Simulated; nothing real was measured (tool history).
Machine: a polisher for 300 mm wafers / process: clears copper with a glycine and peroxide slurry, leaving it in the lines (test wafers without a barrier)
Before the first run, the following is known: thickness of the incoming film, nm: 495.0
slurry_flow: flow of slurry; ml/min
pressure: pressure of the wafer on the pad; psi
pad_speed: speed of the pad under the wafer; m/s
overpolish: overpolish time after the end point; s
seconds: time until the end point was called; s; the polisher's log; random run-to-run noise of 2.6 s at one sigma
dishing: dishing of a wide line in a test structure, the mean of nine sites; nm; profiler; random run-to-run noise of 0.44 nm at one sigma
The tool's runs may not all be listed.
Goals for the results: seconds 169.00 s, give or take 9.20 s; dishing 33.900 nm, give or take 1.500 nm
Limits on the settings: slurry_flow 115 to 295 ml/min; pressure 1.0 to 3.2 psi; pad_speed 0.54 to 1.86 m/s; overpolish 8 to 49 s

Run 1, hour 0.0: slurry_flow 190 ml/min, pressure 2.1 psi, pad_speed 1.18 m/s, overpolish 25 s. Result: seconds 114.03 s, dishing 61.174 nm.
Run 2, hour 2.0: slurry_flow 190 ml/min, pressure 1.9 psi, pad_speed 1.14 m/s, overpolish 22 s. Result: seconds 127.77 s, dishing 51.632 nm.
Run 3, hour 8.5: slurry_flow 190 ml/min, pressure 1.7 psi, pad_speed 1.14 m/s, overpolish 22 s. Result: seconds 138.94 s, dishing 47.867 nm.
Run 4, hour 12.9: slurry_flow 190 ml/min, pressure 1.4 psi, pad_speed 1.14 m/s, overpolish 22 s. Result: seconds 157.91 s, dishing 44.529 nm.
Run 5, hour 16.5: slurry_flow 190 ml/min, pressure 1.3 psi, pad_speed 1.14 m/s, overpolish 20 s. Result: seconds 166.45 s, dishing 39.530 nm.
Run 6, hour 17.2: slurry_flow 190 ml/min, pressure 1.3 psi, pad_speed 1.34 m/s, overpolish 20 s. Result: seconds 150.58 s, dishing 41.178 nm.
Run 7, hour 24.1: slurry_flow 190 ml/min, pressure 1.2 psi, pad_speed 1.36 m/s, overpolish 19 s. Result: seconds 158.51 s, dishing 38.225 nm.
Run 8, hour 32.1: slurry_flow 190 ml/min, pressure 1.2 psi, pad_speed 1.36 m/s, overpolish 19 s. Result: seconds 158.51 s, dishing 38.928 nm.
Run 9, hour 38.3: slurry_flow 190 ml/min, pressure 1.0 psi, pad_speed 1.36 m/s, overpolish 15 s. Result: seconds 172.76 s, dishing 29.270 nm.
Run 10, hour 39.7: slurry_flow 190 ml/min, pressure 1.0 psi, pad_speed 1.34 m/s, overpolish 16 s. Result: seconds 173.35 s, dishing 30.267 nm.
Run 11, hour 43.6: slurry_flow 190 ml/min, pressure 1.0 psi, pad_speed 1.32 m/s, overpolish 17 s. Result: seconds 180.41 s, dishing 31.493 nm.
Run 12, hour 47.0: slurry_flow 190 ml/min, pressure 1.0 psi, pad_speed 1.32 m/s, overpolish 17 s. Result: seconds 178.37 s, dishing 31.497 nm.

Exercise: of the 4 proposed moves below, exactly one satisfies all targets within the stated allowed misses. Which move is it?
Run A, hour 50.4: slurry_flow 175 ml/min, pressure 1.2 psi, pad_speed 1.48 m/s, overpolish 18 s. Result: seconds ?, dishing ?.
Run B, hour 50.4: slurry_flow 175 ml/min, pressure 1.0 psi, pad_speed 1.54 m/s, overpolish 15 s. Result: seconds ?, dishing ?.
Run C, hour 50.4: slurry_flow 225 ml/min, pressure 1.0 psi, pad_speed 1.38 m/s, overpolish 18 s. Result: seconds ?, dishing ?.
Run D, hour 50.4: slurry_flow 165 ml/min, pressure 1.3 psi, pad_speed 1.48 m/s, overpolish 15 s. Result: seconds ?, dishing ?.

move  seconds  dishing
   A   150.53   37.359
   B   164.47   29.718
   C   167.66   34.115
   D   144.60   33.372
A: takes the biggest miss from the last run beyond its target
B: the biggest miss grows against the last run
C: in spec on every target
D: brings the last run's worst result on target, with another outside its allowed miss
C is the move that brings every result within its allowed miss.
